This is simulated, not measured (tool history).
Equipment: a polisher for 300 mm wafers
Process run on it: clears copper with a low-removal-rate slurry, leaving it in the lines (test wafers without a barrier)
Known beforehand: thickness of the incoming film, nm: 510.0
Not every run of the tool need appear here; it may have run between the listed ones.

| run | hour | flow of slurry (ml/min) | pressure of the wafer on the pad (kPa) | speed of the pad under the wafer (cm/s) | abrasive content of the slurry | overpolish time after the end point (s) | time until the end point was called (s) | dishing of a wide line in a test structure (Å) |
|---|---|---|---|---|---|---|---|---|
| 1 | 0.0 | 235 | 20.0 | 106 | 1.0 | 19 | 186.25 | 326.60 |
| 2 | 7.5 | 235 | 20.0 | 106 | 0.9 | 19 | 192.95 | 321.73 |
| 3 | 14.7 | 235 | 21.4 | 106 | 0.9 | 20 | 182.44 | 348.68 |
| 4 | 15.5 | 235 | 21.4 | 124 | 0.9 | 20 | 160.63 | 379.63 |
| 5 | 22.6 | 235 | 22.1 | 124 | 0.9 | 21 | 156.13 | 400.59 |
| 6 | 28.8 | 235 | 22.1 | 124 | 1.0 | 21 | 148.33 | 404.77 |
| 7 | 29.4 | 235 | 22.8 | 124 | 1.0 | 22 | 150.40 | 428.64 |
| 8 | 36.4 | 235 | 23.4 | 124 | 1.0 | 22 | 147.38 | 422.91 |

What will run 9 give?
| 9 | 41.0 | 235 | 24.1 | 124 | 1.0 | 22 | ? | ? |

time until the end point was called (s): 142.60
dishing of a wide line in a test structure (Å): 434.03

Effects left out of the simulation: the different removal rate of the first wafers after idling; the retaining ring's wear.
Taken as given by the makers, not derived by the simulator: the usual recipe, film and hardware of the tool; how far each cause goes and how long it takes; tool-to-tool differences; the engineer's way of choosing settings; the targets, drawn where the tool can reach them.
